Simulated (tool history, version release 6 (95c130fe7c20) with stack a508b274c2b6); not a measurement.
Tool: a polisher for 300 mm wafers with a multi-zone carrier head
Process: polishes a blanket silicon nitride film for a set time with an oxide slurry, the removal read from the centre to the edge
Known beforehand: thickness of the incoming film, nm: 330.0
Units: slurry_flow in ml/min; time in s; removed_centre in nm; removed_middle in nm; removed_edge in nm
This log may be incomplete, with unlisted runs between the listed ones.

| run | hour | slurry_flow | centre_zone | middle_zone | edge_zone | slurry_solids | time | removed_centre | removed_middle | removed_edge |
|---|---|---|---|---|---|---|---|---|---|---|
| 1 | 0.0 | 305 | 1.00 | 1.00 | 1.00 | 1.00 | 67 | 29.010 | 28.094 | 28.786 |
| 2 | 3.0 | 305 | 0.98 | 0.99 | 0.99 | 0.85 | 64 | 24.555 | 26.048 | 26.516 |
| 3 | 9.2 | 355 | 0.98 | 0.99 | 0.99 | 0.85 | 64 | 25.579 | 26.120 | 26.073 |
| 4 | 15.3 | 355 | 0.98 | 0.99 | 0.93 | 0.85 | 64 | 25.212 | 26.060 | 25.460 |
| 5 | 18.3 | 355 | 0.98 | 0.99 | 0.93 | 0.85 | 80 | 31.747 | 31.946 | 32.660 |
| 6 | 21.4 | 355 | 0.98 | 0.99 | 0.97 | 0.85 | 80 | 32.743 | 32.957 | 32.940 |

Expected results for the next run?
| 7 | 28.8 | 355 | 0.98 | 0.97 | 0.96 | 0.75 | 73 | ? | ? | ? |

removed_centre: 28.250 nm
removed_middle: 27.138 nm
removed_edge: 28.026 nm

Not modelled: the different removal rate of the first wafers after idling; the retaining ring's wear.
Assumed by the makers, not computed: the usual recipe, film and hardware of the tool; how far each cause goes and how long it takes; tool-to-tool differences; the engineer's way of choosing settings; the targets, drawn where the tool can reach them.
